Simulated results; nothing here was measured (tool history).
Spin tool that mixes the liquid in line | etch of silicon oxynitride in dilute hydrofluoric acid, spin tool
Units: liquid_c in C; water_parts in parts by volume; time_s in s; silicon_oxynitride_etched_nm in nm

| run | day | liquid_c | water_parts | time_s | silicon_oxynitride_etched_nm |
|---|---|---|---|---|---|
| 1 | 0 | 21 | 105 | 285 | 3.5158 |
| 2 | 0.154 | 20.5 | 105 | 285 | 3.3766 |
| 3 | 0.421 | 19 | 105 | 285 | 3.1163 |
| 4 | 0.571 | 22.5 | 105 | 285 | 3.8607 |
| 5 | 0.879 | 22.5 | 90 | 285 | 4.4966 |
| 6 | 1.192 | 22.5 | 90 | 305 | 4.6901 |
| 7 | 1.379 | 22 | 95 | 305 | 4.3491 |

The next listed run, before its measurement:
| 8 | 1.538 | 21.5 | 100 | 305 | ? |

silicon_oxynitride_etched_nm: 4.0414 nm
